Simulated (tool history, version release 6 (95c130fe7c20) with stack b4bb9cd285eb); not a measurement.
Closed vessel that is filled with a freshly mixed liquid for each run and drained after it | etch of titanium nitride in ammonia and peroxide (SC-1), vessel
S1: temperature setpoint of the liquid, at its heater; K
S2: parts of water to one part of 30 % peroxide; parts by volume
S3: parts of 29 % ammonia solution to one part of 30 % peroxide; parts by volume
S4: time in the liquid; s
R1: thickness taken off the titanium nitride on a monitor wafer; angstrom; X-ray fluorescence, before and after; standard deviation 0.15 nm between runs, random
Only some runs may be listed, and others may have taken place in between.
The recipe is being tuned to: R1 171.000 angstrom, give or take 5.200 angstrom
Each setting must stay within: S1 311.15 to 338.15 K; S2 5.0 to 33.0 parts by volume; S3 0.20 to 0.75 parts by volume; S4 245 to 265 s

| run | hour | S1 | S2 | S3 | S4 | R1 |
|---|---|---|---|---|---|---|
| 1 | 0.0 | 322.15 | 18.5 | 0.45 | 245 | 74.998 |
| 2 | 8.1 | 325.65 | 18.5 | 0.45 | 245 | 96.519 |
| 3 | 12.2 | 321.15 | 18.5 | 0.45 | 245 | 70.756 |
| 4 | 20.6 | 321.15 | 18.5 | 0.40 | 245 | 69.148 |
| 5 | 25.3 | 325.15 | 18.5 | 0.40 | 245 | 91.359 |
| 6 | 32.1 | 325.15 | 18.5 | 0.40 | 265 | 96.760 |
| 7 | 41.1 | 327.65 | 18.5 | 0.40 | 265 | 116.410 |
| 8 | 46.8 | 329.65 | 18.5 | 0.40 | 265 | 133.450 |
| 9 | 51.4 | 330.65 | 18.5 | 0.40 | 265 | 142.750 |
| 10 | 52.5 | 331.65 | 18.5 | 0.40 | 265 | 152.500 |
| 11 | 60.2 | 332.15 | 18.5 | 0.40 | 265 | 157.740 |
| 12 | 61.2 | 332.65 | 18.5 | 0.40 | 265 | 162.090 |
|  | 62.9 | ammonia flow meter replaced |
| 13 | 62.9 | 333.65 | 18.5 | 0.40 | 265 | 176.780 |

Pick the move, out of 4, that brings all results within their allowed miss; only one does.
| A | 64.6 | 332.15 | 14.0 | 0.35 | 265 | ? |
| B | 64.6 | 335.65 | 18.5 | 0.30 | 265 | ? |
| C | 64.6 | 334.65 | 23.5 | 0.45 | 265 | ? |
| D | 64.6 | 335.65 | 23.0 | 0.50 | 265 | ? |

| move | R1 |
|---|---|
| A | 184.940 |
| B | 193.430 |
| C | 171.140 |
| D | 188.530 |
A: its largest miss is bigger than the last run's
B: its largest miss is bigger than the last run's
C: each result inside its tolerance
D: its largest miss is bigger than the last run's
Answer: C

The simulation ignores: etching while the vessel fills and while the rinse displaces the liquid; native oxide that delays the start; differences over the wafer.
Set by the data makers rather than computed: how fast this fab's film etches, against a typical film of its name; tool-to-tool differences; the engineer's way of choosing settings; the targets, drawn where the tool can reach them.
